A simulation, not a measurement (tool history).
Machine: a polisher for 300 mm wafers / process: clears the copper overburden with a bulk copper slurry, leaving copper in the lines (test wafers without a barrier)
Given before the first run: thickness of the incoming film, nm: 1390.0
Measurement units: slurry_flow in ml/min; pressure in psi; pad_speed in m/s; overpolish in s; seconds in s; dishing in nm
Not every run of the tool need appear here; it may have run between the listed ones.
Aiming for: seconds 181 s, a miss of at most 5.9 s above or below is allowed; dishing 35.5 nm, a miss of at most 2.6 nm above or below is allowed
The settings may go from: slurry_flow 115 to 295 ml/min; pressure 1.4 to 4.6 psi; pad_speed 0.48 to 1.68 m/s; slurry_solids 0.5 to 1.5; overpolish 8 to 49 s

{"run": 1, "hour": 0.0, "slurry_flow": 190, "pressure": 3, "pad_speed": 1.08, "slurry_solids": 1, "overpolish": 25, "seconds": 107.23, "dishing": 51.218}
{"run": 2, "hour": 5.1, "slurry_flow": 190, "pressure": 2.6, "pad_speed": 1.08, "slurry_solids": 1, "overpolish": 20, "seconds": 124.11, "dishing": 48.068}
{"run": 3, "hour": 7.8, "slurry_flow": 190, "pressure": 2.3, "pad_speed": 1.1, "slurry_solids": 1, "overpolish": 17, "seconds": 136.4, "dishing": 44.881}
{"run": 4, "hour": 11.9, "slurry_flow": 185, "pressure": 2.1, "pad_speed": 1.12, "slurry_solids": 1, "overpolish": 15, "seconds": 146.19, "dishing": 43.167}
{"run": 5, "hour": 16.4, "slurry_flow": 165, "pressure": 1.9, "pad_speed": 1.16, "slurry_solids": 1, "overpolish": 13, "seconds": 160.93, "dishing": 39.312}
{"run": 6, "hour": 23.4, "slurry_flow": 155, "pressure": 1.9, "pad_speed": 1.16, "slurry_solids": 1, "overpolish": 12, "seconds": 158.47, "dishing": 38.073}
{"run": 7, "hour": 31.0, "slurry_flow": 150, "pressure": 1.8, "pad_speed": 1.16, "slurry_solids": 1, "overpolish": 12, "seconds": 169.52, "dishing": 38.457}
{"hour": 31.8, "done": "head pressure recalibrated"}
{"run": 8, "hour": 31.8, "slurry_flow": 140, "pressure": 1.8, "pad_speed": 1.16, "slurry_solids": 1, "overpolish": 11, "seconds": 191.28, "dishing": 34.052}
{"run": 9, "hour": 36.5, "slurry_flow": 145, "pressure": 1.8, "pad_speed": 1.16, "slurry_solids": 1, "overpolish": 11, "seconds": 188.34, "dishing": 35.357}
{"run": 10, "hour": 38.7, "slurry_flow": 145, "pressure": 1.8, "pad_speed": 1.16, "slurry_solids": 1, "overpolish": 10, "seconds": 190.32, "dishing": 33.903}

Which one of the following 5 next-run settings gets every result inside its allowed miss? There is exactly one.
{"run": "A", "hour": 40.9, "slurry_flow": 140, "pressure": 1.6, "pad_speed": 1.36, "slurry_solids": 1.05, "overpolish": 11, "seconds": "?", "dishing": "?"}
{"run": "B", "hour": 40.9, "slurry_flow": 145, "pressure": 1.7, "pad_speed": 1.1, "slurry_solids": 1.05, "overpolish": 9, "seconds": "?", "dishing": "?"}
{"run": "C", "hour": 40.9, "slurry_flow": 115, "pressure": 1.8, "pad_speed": 1.12, "slurry_solids": 0.9, "overpolish": 9, "seconds": "?", "dishing": "?"}
{"run": "D", "hour": 40.9, "slurry_flow": 165, "pressure": 1.6, "pad_speed": 1.12, "slurry_solids": 1, "overpolish": 21, "seconds": "?", "dishing": "?"}
{"run": "E", "hour": 40.9, "slurry_flow": 145, "pressure": 1.8, "pad_speed": 1.08, "slurry_solids": 1.1, "overpolish": 13, "seconds": "?", "dishing": "?"}

move=A seconds=181.2 dishing=35.343
move=B seconds=209.13 dishing=30.041
move=C seconds=209.56 dishing=30.147
move=D seconds=215.58 dishing=41.186
move=E seconds=199.64 dishing=36.848
A: in spec on every target
B: lands further from the targets than the last run did
C: lands further from the targets than the last run did
D: lands further from the targets than the last run did
E: lands further from the targets than the last run did
Move A is the one to make.

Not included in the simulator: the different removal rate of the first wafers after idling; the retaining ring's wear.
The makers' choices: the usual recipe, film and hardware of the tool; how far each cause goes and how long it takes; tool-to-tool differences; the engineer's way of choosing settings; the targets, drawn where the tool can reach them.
